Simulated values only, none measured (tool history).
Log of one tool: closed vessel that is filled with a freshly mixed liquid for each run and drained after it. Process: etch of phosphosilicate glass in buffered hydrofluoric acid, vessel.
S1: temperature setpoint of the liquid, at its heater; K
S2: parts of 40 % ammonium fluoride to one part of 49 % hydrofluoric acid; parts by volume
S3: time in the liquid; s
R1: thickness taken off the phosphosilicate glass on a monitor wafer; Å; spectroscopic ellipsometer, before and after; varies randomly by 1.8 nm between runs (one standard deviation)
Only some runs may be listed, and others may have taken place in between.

run,hour,S1,S2,S3,R1
1,0.0,298.15,9.5,85,2923.2
2,4.1,298.15,7.5,85,3669.5
3,5.2,298.15,7.5,95,4141.9
4,5.7,298.15,6.5,95,4683.3
5,8.6,295.65,6.5,95,4053.1
6,10.8,295.65,6.5,95,4083.3

Run 7, settings as shown, results not yet in. Your forecast:
7,12.3,295.15,7.0,95,?

Logged for run 7: R1 3769.9 Å.
